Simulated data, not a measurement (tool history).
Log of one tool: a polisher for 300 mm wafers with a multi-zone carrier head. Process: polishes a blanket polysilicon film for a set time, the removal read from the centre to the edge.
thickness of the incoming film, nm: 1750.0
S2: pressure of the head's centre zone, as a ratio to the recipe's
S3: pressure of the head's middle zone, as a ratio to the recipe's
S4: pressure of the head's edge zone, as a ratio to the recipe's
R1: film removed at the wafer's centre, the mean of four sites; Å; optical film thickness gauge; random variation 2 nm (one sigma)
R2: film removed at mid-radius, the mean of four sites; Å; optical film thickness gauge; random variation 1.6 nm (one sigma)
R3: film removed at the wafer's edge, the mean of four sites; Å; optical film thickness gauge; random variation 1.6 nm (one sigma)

run 1 hour=0 | flow_of_slurry_(ml/min)=205 S2=1 S3=1 S4=1 polishing_time_(s)=35 | R1=2043.1 R2=2049.6 R3=1990.6
run 2 hour=0.7 | flow_of_slurry_(ml/min)=225 S2=1 S3=1 S4=1 polishing_time_(s)=35 | R1=2072.6 R2=2037.3 R3=2047.1
run 3 hour=1.3 | flow_of_slurry_(ml/min)=215 S2=1 S3=0.97 S4=0.97 polishing_time_(s)=32 | R1=1930.4 R2=1792.8 R3=1841.2
run 4 hour=6.1 | flow_of_slurry_(ml/min)=215 S2=1 S3=1.02 S4=0.97 polishing_time_(s)=32 | R1=1914.8 R2=1863 R3=1856.6
run 5 hour=14.2 | flow_of_slurry_(ml/min)=200 S2=0.99 S3=1 S4=0.94 polishing_time_(s)=30 | R1=1747.9 R2=1733.1 R3=1685.3
run 6 hour=17.3 | flow_of_slurry_(ml/min)=195 S2=0.98 S3=0.96 S4=0.92 polishing_time_(s)=29 | R1=1642.8 R2=1617.1 R3=1626.6
run 7 hour=21.5 | flow_of_slurry_(ml/min)=190 S2=0.99 S3=0.94 S4=0.9 polishing_time_(s)=28 | R1=1614.1 R2=1553.4 R3=1534.9
run 8 hour=29 | flow_of_slurry_(ml/min)=190 S2=0.99 S3=0.91 S4=0.89 polishing_time_(s)=27 | R1=1542.2 R2=1441 R3=1424.2

Run 9 comes next. What will it give?
run 9 hour=36.4 | flow_of_slurry_(ml/min)=190 S2=0.99 S3=0.91 S4=0.89 polishing_time_(s)=27 | R1=? R2=? R3=?

R1: 1565.9 Å
R2: 1459.2 Å
R3: 1453.5 Å
